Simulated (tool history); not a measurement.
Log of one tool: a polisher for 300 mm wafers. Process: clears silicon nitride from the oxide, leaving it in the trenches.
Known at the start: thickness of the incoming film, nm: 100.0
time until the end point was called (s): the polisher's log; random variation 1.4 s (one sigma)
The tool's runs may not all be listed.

| run | hour | flow of slurry (ml/min) | pressure of the wafer on the pad (psi) | speed of the pad under the wafer (cm/s) | overpolish time after the end point (s) | time until the end point was called (s) |
|---|---|---|---|---|---|---|
| 1 | 0 | 250 | 1.9 | 104 | 7 | 161.82 |
| 2 | 2.2 | 250 | 1.9 | 104 | 7 | 163.88 |
| 3 | 10.3 | 250 | 2 | 104 | 7 | 150.94 |
| 4 | 15.6 | 250 | 1.7 | 104 | 7 | 179.46 |
| 5 | 20.2 | 250 | 1.8 | 104 | 7 | 166.49 |
| 6 | 23.7 | 250 | 1.8 | 84 | 7 | 206.05 |
| 7 | 26.7 | 250 | 2 | 84 | 7 | 187.03 |
| 8 | 35 | 250 | 2.2 | 84 | 7 | 169.02 |
| 9 | 43.4 | 250 | 2.3 | 84 | 7 | 159.61 |
| 10 | 45.4 | 250 | 2.4 | 84 | 7 | 157.57 |
| 11 | 49.2 | 250 | 2.5 | 84 | 7 | 148.67 |
| 12 | 54 | 250 | 2.6 | 84 | 7 | 144.07 |

The next listed run, before its measurement:
| 13 | 57.1 | 250 | 2.7 | 84 | 7 | ? |

Run 13 gave time until the end point was called (s) 135.55.
